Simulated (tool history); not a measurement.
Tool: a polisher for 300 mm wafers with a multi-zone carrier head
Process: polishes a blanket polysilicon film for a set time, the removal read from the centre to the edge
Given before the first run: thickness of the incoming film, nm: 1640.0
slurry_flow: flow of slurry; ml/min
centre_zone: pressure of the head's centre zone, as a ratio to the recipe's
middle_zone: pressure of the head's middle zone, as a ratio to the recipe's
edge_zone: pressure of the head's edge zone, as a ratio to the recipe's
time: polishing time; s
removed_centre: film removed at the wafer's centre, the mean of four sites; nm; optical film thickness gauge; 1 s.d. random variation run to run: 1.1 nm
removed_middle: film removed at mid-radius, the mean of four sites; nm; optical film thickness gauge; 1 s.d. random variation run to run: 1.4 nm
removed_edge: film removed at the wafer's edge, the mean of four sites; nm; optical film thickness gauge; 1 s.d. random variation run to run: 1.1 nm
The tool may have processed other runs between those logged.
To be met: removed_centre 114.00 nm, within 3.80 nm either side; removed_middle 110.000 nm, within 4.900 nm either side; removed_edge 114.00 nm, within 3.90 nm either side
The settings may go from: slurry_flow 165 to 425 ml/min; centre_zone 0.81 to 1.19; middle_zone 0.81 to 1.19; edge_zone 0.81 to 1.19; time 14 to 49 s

| run | hour | slurry_flow | centre_zone | middle_zone | edge_zone | time | removed_centre | removed_middle | removed_edge |
|---|---|---|---|---|---|---|---|---|---|
| 1 | 0.0 | 275 | 1.00 | 1.00 | 1.00 | 31 | 205.83 | 209.700 | 208.92 |
| 2 | 4.2 | 275 | 1.08 | 1.00 | 1.00 | 31 | 219.48 | 212.070 | 211.18 |
| 3 | 11.7 | 270 | 1.06 | 0.98 | 0.98 | 28 | 194.76 | 189.310 | 188.39 |
| 4 | 15.8 | 265 | 1.04 | 0.95 | 0.96 | 25 | 170.98 | 163.880 | 162.03 |
| 5 | 24.3 | 265 | 1.04 | 0.95 | 0.90 | 25 | 170.58 | 161.420 | 159.68 |
| 6 | 31.0 | 265 | 1.04 | 0.95 | 0.98 | 25 | 173.32 | 160.980 | 170.53 |
| 7 | 33.8 | 260 | 1.01 | 0.94 | 0.95 | 23 | 151.21 | 148.080 | 151.11 |
| 8 | 34.5 | 240 | 0.96 | 0.84 | 0.86 | 17 | 106.79 | 98.337 | 106.72 |
| 9 | 40.1 | 250 | 0.96 | 0.85 | 0.87 | 17 | 107.00 | 100.970 | 107.67 |
| 10 | 43.1 | 255 | 0.96 | 0.86 | 0.88 | 17 | 107.56 | 101.000 | 108.23 |
| 11 | 50.9 | 255 | 0.97 | 0.87 | 0.89 | 17 | 107.13 | 103.510 | 107.52 |

Pick the move, out of 5, that brings all results within their allowed miss; only one does.
| A | 58.7 | 255 | 1.08 | 0.81 | 0.87 | 18 | ? | ? | ? |
| B | 58.7 | 250 | 0.97 | 1.00 | 0.89 | 18 | ? | ? | ? |
| C | 58.7 | 170 | 1.01 | 0.86 | 0.90 | 20 | ? | ? | ? |
| D | 58.7 | 195 | 1.07 | 0.84 | 0.93 | 18 | ? | ? | ? |
| E | 58.7 | 270 | 1.01 | 0.94 | 0.97 | 17 | ? | ? | ? |

| move | removed_centre | removed_middle | removed_edge |
|---|---|---|---|
| A | 128.61 | 102.690 | 115.76 |
| B | 116.25 | 121.480 | 116.45 |
| C | 124.67 | 111.980 | 124.26 |
| D | 121.92 | 101.520 | 115.78 |
| E | 115.14 | 110.070 | 115.40 |
A: the result that was furthest off in the last run now lies on the other side of its target
B: gets the furthest-off result to its target, but another result is out of tolerance
C: the result that was furthest off in the last run now lies on the other side of its target
D: the result that was furthest off in the last run now lies on the other side of its target
E: hits every target within its allowed miss
E is the move that brings every result within its allowed miss.

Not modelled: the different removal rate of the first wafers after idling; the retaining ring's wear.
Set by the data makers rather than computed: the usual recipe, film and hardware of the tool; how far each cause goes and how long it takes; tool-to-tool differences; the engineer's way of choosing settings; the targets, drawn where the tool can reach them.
